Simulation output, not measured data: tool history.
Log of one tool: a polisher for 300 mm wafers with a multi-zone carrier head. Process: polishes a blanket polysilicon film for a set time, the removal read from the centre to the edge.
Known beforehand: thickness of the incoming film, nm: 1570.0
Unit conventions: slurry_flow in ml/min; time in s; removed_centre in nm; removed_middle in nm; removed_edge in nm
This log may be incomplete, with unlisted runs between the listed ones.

{"run": 1, "day": 0.0, "slurry_flow": 225, "centre_zone": 1, "middle_zone": 1, "edge_zone": 1, "time": 54, "removed_centre": 665.21, "removed_middle": 648.86, "removed_edge": 677.65}
{"run": 2, "day": 0.283, "slurry_flow": 250, "centre_zone": 1, "middle_zone": 1, "edge_zone": 1, "time": 54, "removed_centre": 671.52, "removed_middle": 649.3, "removed_edge": 682.48}
{"run": 3, "day": 0.354, "slurry_flow": 250, "centre_zone": 1, "middle_zone": 1.04, "edge_zone": 1, "time": 54, "removed_centre": 665.62, "removed_middle": 679.73, "removed_edge": 665.48}
{"run": 4, "day": 0.454, "slurry_flow": 290, "centre_zone": 1, "middle_zone": 1.04, "edge_zone": 1, "time": 54, "removed_centre": 688.24, "removed_middle": 683.24, "removed_edge": 673.24}
{"run": 5, "day": 0.625, "slurry_flow": 290, "centre_zone": 1, "middle_zone": 1.05, "edge_zone": 1.01, "time": 55, "removed_centre": 706.46, "removed_middle": 697.9, "removed_edge": 703.69}
{"run": 6, "day": 0.767, "slurry_flow": 290, "centre_zone": 1, "middle_zone": 1.06, "edge_zone": 1.02, "time": 55, "removed_centre": 703.76, "removed_middle": 716.12, "removed_edge": 700.26}

Run 7 has not been measured yet. What should we expect?
{"run": 7, "day": 0.879, "slurry_flow": 290, "centre_zone": 1, "middle_zone": 1.07, "edge_zone": 1.04, "time": 55, "removed_centre": "?", "removed_middle": "?", "removed_edge": "?"}

{"run 7": {"removed_centre": 722.1, "removed_middle": 709.99, "removed_edge": 701.34}}

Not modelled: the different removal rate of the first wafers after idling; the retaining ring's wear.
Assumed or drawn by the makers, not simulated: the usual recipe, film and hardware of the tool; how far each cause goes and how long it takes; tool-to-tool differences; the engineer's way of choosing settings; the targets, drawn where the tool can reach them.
